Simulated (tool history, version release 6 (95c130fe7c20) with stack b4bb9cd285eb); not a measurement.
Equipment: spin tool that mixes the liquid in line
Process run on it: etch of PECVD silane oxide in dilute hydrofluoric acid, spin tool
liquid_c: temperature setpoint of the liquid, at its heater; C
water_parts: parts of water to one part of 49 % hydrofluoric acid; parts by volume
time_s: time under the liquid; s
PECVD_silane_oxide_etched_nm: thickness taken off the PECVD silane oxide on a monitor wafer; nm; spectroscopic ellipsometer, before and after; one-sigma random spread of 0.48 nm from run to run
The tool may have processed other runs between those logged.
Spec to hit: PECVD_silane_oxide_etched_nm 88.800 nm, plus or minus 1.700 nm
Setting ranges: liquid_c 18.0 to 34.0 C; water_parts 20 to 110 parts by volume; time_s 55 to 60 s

run 1 day=0.000 | liquid_c=26.0 water_parts=60 time_s=55 | PECVD_silane_oxide_etched_nm=38.763
run 2 day=0.338 | liquid_c=26.0 water_parts=60 time_s=60 | PECVD_silane_oxide_etched_nm=41.960
run 3 day=0.533 | liquid_c=26.0 water_parts=60 time_s=60 | PECVD_silane_oxide_etched_nm=42.295
run 4 day=0.746 | liquid_c=28.0 water_parts=60 time_s=60 | PECVD_silane_oxide_etched_nm=45.054
run 5 day=0.858 | liquid_c=28.0 water_parts=40 time_s=60 | PECVD_silane_oxide_etched_nm=69.431
run 6 day=1.050 | liquid_c=29.5 water_parts=40 time_s=60 | PECVD_silane_oxide_etched_nm=74.228
run 7 day=1.125 | liquid_c=30.5 water_parts=40 time_s=60 | PECVD_silane_oxide_etched_nm=77.940
run 8 day=1.462 | liquid_c=31.0 water_parts=40 time_s=60 | PECVD_silane_oxide_etched_nm=79.783

Exactly one of the 4 candidate moves below puts every result within its allowed miss. Which one?
run A day=1.800 | liquid_c=34.0 water_parts=40 time_s=60 | PECVD_silane_oxide_etched_nm=?
run B day=1.800 | liquid_c=32.5 water_parts=50 time_s=60 | PECVD_silane_oxide_etched_nm=?
run C day=1.800 | liquid_c=29.5 water_parts=40 time_s=60 | PECVD_silane_oxide_etched_nm=?
run D day=1.800 | liquid_c=31.0 water_parts=45 time_s=60 | PECVD_silane_oxide_etched_nm=?

move=A PECVD_silane_oxide_etched_nm=89.493
move=B PECVD_silane_oxide_etched_nm=66.458
move=C PECVD_silane_oxide_etched_nm=75.056
move=D PECVD_silane_oxide_etched_nm=70.232
A: each result inside its tolerance
B: further off than the last run
C: further off than the last run
D: further off than the last run
Go with A: it meets all targets.

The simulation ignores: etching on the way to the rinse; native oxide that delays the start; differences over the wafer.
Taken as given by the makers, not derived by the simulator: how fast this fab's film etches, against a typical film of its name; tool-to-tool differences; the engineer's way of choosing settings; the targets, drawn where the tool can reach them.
